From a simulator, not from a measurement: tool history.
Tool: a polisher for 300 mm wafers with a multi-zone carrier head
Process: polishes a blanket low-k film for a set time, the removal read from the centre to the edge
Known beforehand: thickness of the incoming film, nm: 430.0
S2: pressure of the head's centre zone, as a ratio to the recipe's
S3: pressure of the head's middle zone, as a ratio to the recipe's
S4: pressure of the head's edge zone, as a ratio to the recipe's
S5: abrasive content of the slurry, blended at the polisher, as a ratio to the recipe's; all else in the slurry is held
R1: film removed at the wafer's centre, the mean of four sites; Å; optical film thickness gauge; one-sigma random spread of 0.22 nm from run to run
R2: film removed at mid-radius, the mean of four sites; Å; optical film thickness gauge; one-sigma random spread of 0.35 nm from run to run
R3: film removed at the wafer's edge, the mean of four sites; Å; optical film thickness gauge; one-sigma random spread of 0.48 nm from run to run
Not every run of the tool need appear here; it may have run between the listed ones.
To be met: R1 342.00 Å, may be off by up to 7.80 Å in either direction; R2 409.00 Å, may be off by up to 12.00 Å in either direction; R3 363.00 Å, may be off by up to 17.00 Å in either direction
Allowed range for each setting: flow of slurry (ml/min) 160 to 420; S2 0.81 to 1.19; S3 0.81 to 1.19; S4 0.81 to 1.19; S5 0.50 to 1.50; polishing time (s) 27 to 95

run 1 hour=0.0 | flow_of_slurry_(ml/min)=270 S2=1.00 S3=1.00 S4=1.00 S5=1.00 polishing_time_(s)=61 | R1=296.19 R2=295.81 R3=288.72
run 2 hour=6.1 | flow_of_slurry_(ml/min)=280 S2=1.00 S3=1.04 S4=1.03 S5=1.05 polishing_time_(s)=61 | R1=300.64 R2=305.71 R3=297.08
run 3 hour=6.9 | flow_of_slurry_(ml/min)=280 S2=0.98 S3=1.07 S4=1.03 S5=1.15 polishing_time_(s)=61 | R1=303.05 R2=330.98 R3=298.93
run 4 hour=11.4 | flow_of_slurry_(ml/min)=280 S2=0.98 S3=1.07 S4=1.03 S5=1.00 polishing_time_(s)=61 | R1=289.44 R2=311.08 R3=298.63
run 5 hour=19.6 | flow_of_slurry_(ml/min)=280 S2=0.98 S3=1.07 S4=1.03 S5=1.00 polishing_time_(s)=51 | R1=243.26 R2=261.50 R3=245.46
run 6 hour=26.5 | flow_of_slurry_(ml/min)=280 S2=0.98 S3=1.07 S4=1.03 S5=1.00 polishing_time_(s)=41 | R1=195.41 R2=209.98 R3=189.91
run 7 hour=31.8 | flow_of_slurry_(ml/min)=280 S2=0.97 S3=1.09 S4=1.06 S5=1.10 polishing_time_(s)=46 | R1=223.50 R2=249.66 R3=224.26
run 8 hour=38.5 | flow_of_slurry_(ml/min)=275 S2=0.97 S3=1.10 S4=1.09 S5=1.20 polishing_time_(s)=50 | R1=249.27 R2=281.78 R3=262.29
run 9 hour=43.7 | flow_of_slurry_(ml/min)=275 S2=0.98 S3=1.12 S4=1.10 S5=1.25 polishing_time_(s)=52 | R1=265.30 R2=297.98 R3=275.60
run 10 hour=49.9 | flow_of_slurry_(ml/min)=285 S2=0.98 S3=1.14 S4=1.11 S5=1.30 polishing_time_(s)=54 | R1=280.73 R2=320.83 R3=286.91
run 11 hour=54.9 | flow_of_slurry_(ml/min)=280 S2=0.98 S3=1.15 S4=1.12 S5=1.35 polishing_time_(s)=56 | R1=291.99 R2=332.23 R3=308.08
run 12 hour=60.5 | flow_of_slurry_(ml/min)=290 S2=0.97 S3=1.16 S4=1.12 S5=1.40 polishing_time_(s)=57 | R1=305.55 R2=351.71 R3=310.92

Which one of the following 4 next-run settings gets every result inside its allowed miss? There is exactly one.
run A hour=66.1 | flow_of_slurry_(ml/min)=335 S2=0.90 S3=1.19 S4=1.03 S5=1.45 polishing_time_(s)=63 | R1=? R2=? R3=?
run B hour=66.1 | flow_of_slurry_(ml/min)=280 S2=0.95 S3=1.17 S4=1.11 S5=1.50 polishing_time_(s)=65 | R1=? R2=? R3=?
run C hour=66.1 | flow_of_slurry_(ml/min)=360 S2=0.89 S3=1.19 S4=1.02 S5=1.50 polishing_time_(s)=67 | R1=? R2=? R3=?
run D hour=66.1 | flow_of_slurry_(ml/min)=405 S2=0.90 S3=1.17 S4=0.87 S5=1.50 polishing_time_(s)=66 | R1=? R2=? R3=?

move=A R1=314.72 R2=402.99 R3=341.45
move=B R1=340.30 R2=407.25 R3=365.13
move=C R1=336.65 R2=435.70 R3=366.89
move=D R1=338.60 R2=426.75 R3=337.79
A: puts the biggest miss on target and leaves a different result outside tolerance
B: all results land within tolerance of their targets
C: takes the biggest miss from the last run beyond its target
D: takes the biggest miss from the last run beyond its target
B is the move that brings every result within its allowed miss.
